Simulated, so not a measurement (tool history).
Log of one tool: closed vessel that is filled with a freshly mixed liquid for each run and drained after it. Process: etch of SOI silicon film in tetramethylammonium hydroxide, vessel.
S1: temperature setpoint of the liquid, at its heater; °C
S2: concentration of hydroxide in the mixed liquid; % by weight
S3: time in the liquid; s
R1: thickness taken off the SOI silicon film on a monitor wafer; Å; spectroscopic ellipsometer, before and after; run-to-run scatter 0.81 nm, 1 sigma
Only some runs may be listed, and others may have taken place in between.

run,hour,S1,S2,S3,R1
1,0,62,8,30,1499.2
2,7.5,67.5,8,30,2098.2
3,10.6,66.5,8,30,1975.8
4,16.5,65.5,8,30,1860.2
5,21.7,65.5,6,30,1997.2
6,29.9,65.5,6,30,2022
7,38,64.5,6,30,1891.1
8,40.4,64,6,30,1825.5
9,48.1,63.5,6,30,1774.9
10,56.3,63,6,30,1735
11,56.8,62.5,6,30,1682.7

Run 12, settings as shown, results not yet in. Your forecast:
12,63.7,58,6,30,?

R1: 1251.6 Å

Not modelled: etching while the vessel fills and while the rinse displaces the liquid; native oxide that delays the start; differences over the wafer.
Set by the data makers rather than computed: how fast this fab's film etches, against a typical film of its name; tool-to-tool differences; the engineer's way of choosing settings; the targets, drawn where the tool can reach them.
